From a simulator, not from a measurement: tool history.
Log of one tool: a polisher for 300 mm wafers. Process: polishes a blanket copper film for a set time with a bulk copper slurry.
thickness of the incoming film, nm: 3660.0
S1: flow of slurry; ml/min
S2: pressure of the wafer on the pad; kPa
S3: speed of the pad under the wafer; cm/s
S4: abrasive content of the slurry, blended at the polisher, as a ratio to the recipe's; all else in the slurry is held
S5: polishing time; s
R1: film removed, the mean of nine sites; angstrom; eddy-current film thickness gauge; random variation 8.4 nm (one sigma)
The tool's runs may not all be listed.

| run | hour | S1 | S2 | S3 | S4 | S5 | R1 |
|---|---|---|---|---|---|---|---|
| 1 | 0 | 160 | 12.4 | 120 | 1 | 104 | 5705.3 |
| 2 | 1 | 160 | 12.4 | 92 | 1 | 104 | 4393.8 |
| 3 | 3.2 | 165 | 14.5 | 94 | 1 | 104 | 5102.1 |
| 4 | 12.1 | 180 | 14.5 | 94 | 1 | 104 | 5191.8 |
| 5 | 20.3 | 180 | 15.9 | 96 | 1 | 104 | 5809.6 |
| 6 | 21.2 | 180 | 17.2 | 96 | 1 | 104 | 6185.1 |
| 7 | 30.2 | 185 | 17.9 | 98 | 1 | 104 | 6522.8 |
| 8 | 33 | 185 | 18.6 | 100 | 1 | 104 | 6993 |

The next listed run, before its measurement:
| 9 | 41.7 | 185 | 18.6 | 102 | 1 | 104 | ? |

Run 9 gave R1 7043.5 angstrom.

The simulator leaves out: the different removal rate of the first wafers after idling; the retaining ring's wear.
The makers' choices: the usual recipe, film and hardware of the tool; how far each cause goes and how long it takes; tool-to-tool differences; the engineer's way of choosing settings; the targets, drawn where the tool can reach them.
